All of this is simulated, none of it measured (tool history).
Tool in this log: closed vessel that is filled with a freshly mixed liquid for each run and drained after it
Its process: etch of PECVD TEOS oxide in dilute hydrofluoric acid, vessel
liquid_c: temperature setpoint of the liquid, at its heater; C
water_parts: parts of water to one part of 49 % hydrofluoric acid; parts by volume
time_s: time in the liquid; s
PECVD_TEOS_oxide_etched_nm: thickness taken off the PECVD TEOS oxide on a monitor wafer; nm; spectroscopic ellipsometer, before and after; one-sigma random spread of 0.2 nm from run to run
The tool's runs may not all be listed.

run 1 day=0.000 | liquid_c=25.0 water_parts=135 time_s=105 | PECVD_TEOS_oxide_etched_nm=11.128
run 2 day=0.342 | liquid_c=25.0 water_parts=135 time_s=110 | PECVD_TEOS_oxide_etched_nm=11.497
run 3 day=0.596 | liquid_c=25.0 water_parts=135 time_s=105 | PECVD_TEOS_oxide_etched_nm=11.036
run 4 day=0.738 | liquid_c=26.5 water_parts=120 time_s=105 | PECVD_TEOS_oxide_etched_nm=13.449
run 5 day=0.762 | liquid_c=26.5 water_parts=90 time_s=105 | PECVD_TEOS_oxide_etched_nm=18.448
run 6 day=0.879 | liquid_c=27.5 water_parts=85 time_s=105 | PECVD_TEOS_oxide_etched_nm=20.554
run 7 day=0.962 | liquid_c=27.5 water_parts=85 time_s=105 | PECVD_TEOS_oxide_etched_nm=20.705

The next listed run, before its measurement:
run 8 day=1.208 | liquid_c=28.5 water_parts=85 time_s=105 | PECVD_TEOS_oxide_etched_nm=?

{"run 8": {"PECVD_TEOS_oxide_etched_nm": 21.383}}
